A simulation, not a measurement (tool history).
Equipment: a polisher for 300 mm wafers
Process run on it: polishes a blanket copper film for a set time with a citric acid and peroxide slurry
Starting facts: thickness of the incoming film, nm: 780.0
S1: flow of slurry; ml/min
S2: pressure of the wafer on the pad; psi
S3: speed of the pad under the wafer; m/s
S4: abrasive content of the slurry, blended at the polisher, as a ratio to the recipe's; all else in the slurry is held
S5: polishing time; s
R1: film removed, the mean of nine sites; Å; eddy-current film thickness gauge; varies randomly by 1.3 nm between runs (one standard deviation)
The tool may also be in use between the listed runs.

run 1 day=0 | S1=230 S2=2.3 S3=0.9 S4=1 S5=99 | R1=1819.3
run 2 day=0.238 | S1=230 S2=2.2 S3=0.9 S4=1 S5=99 | R1=1816.2
run 3 day=0.55 | S1=230 S2=2.1 S3=0.9 S4=1 S5=99 | R1=1724.9
run 4 day=0.725 | S1=230 S2=2 S3=0.9 S4=1 S5=99 | R1=1687.9
run 5 day=0.788 | S1=230 S2=1.9 S3=0.9 S4=1 S5=99 | R1=1629.7
run 6 day=0.854 | S1=230 S2=1.8 S3=0.9 S4=1 S5=99 | R1=1592.1

Run 7 comes next. What will it give?
run 7 day=1.192 | S1=225 S2=1.2 S3=0.88 S4=1 S5=99 | R1=?

{"run 7": {"R1": 1197.7}}

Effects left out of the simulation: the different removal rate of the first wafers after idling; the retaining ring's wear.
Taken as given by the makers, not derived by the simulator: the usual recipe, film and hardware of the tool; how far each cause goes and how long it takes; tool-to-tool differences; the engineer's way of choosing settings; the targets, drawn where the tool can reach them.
